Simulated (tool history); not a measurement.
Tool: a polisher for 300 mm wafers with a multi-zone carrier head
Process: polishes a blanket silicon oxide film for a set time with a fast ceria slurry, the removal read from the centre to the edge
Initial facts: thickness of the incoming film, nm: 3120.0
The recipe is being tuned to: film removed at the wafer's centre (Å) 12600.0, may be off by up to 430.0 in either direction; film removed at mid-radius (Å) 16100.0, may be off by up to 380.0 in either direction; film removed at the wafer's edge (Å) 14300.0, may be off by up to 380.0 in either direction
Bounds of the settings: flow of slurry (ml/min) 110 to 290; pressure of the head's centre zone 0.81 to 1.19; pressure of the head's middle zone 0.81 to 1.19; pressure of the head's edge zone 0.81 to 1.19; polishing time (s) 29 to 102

run    day  flow of slurry (ml/min)  pressure of the head's centre zone  pressure of the head's middle zone  pressure of the head's edge zone  polishing time (s)  film removed at the wafer's centre (Å)  film removed at mid-radius (Å)  film removed at the wafer's edge (Å)
  1  0.000                      185                                1.00                                1.00                              1.00                  65                                 11879.0                         10822.0                               10713.0
  2  0.183                      185                                1.00                                1.00                              1.00                  55                                 10058.0                          9069.4                                9214.9
  3  0.467                      195                                0.97                                1.03                              1.03                  59                                 10856.0                         10070.0                               10095.0
  4  0.704                      165                                0.97                                1.03                              1.03                  59                                 10417.0                          9922.5                                9750.6
  5  0.767                      165                                0.91                                1.03                              1.03                  59                                  9780.5                          9755.8                                9874.9
  6  1.062                      155                                0.89                                1.06                              1.04                  63                                 10037.0                         10788.0                               10415.0
     1.412  -- centre zone pressure recalibrated
  7  1.412                      165                                0.88                                1.08                              1.06                  65                                  9317.4                         11315.0                               10854.0
  8  1.675                      165                                0.88                                1.08                              1.06                  65                                  9289.3                         11372.0                               10996.0
  9  1.717                      175                                0.92                                1.09                              1.07                  67                                 10149.0                         11923.0                               11436.0
 10  1.825                      185                                0.94                                1.11                              1.08                  69                                 10764.0                         12591.0                               11875.0
 11  2.138                      195                                0.95                                1.12                              1.09                  71                                 11350.0                         12936.0                               12365.0
 12  2.438                      200                                0.95                                1.13                              1.09                  73                                 11746.0                         13651.0                               12749.0
 13  2.512                      250                                0.92                                1.19                              1.19                  76                                 12001.0                         15350.0                               13962.0
 14  2.708                      255                                0.92                                1.19                              1.18                  76                                 12384.0                         15268.0                               13969.0
 15  2.875                      255                                0.91                                1.19                              1.17                  77                                 12324.0                         15556.0                               14029.0

Pick the move, out of 4, that brings all results within their allowed miss; only one does.
  A  3.042                      290                                0.90                                1.19                              1.14                  78                                       ?                               ?                                     ?
  B  3.042                      260                                0.85                                1.19                              1.15                  85                                       ?                               ?                                     ?
  C  3.042                      265                                0.92                                1.14                              1.19                  82                                       ?                               ?                                     ?
  D  3.042                      220                                0.88                                1.07                              1.19                  83                                       ?                               ?                                     ?

move  film removed at the wafer's centre (Å)  film removed at mid-radius (Å)  film removed at the wafer's edge (Å)
   A                                 12558.0                         15928.0                               14378.0
   B                                 12752.0                         17159.0                               15586.0
   C                                 13351.0                         15979.0                               15291.0
   D                                 12594.0                         14977.0                               15228.0
A: each result inside its tolerance
B: moves the result that the last run missed by most past its target, out the other side
C: brings the last run's worst result on target, with another outside its allowed miss
D: further off than the last run
A is the move that brings every result within its allowed miss.
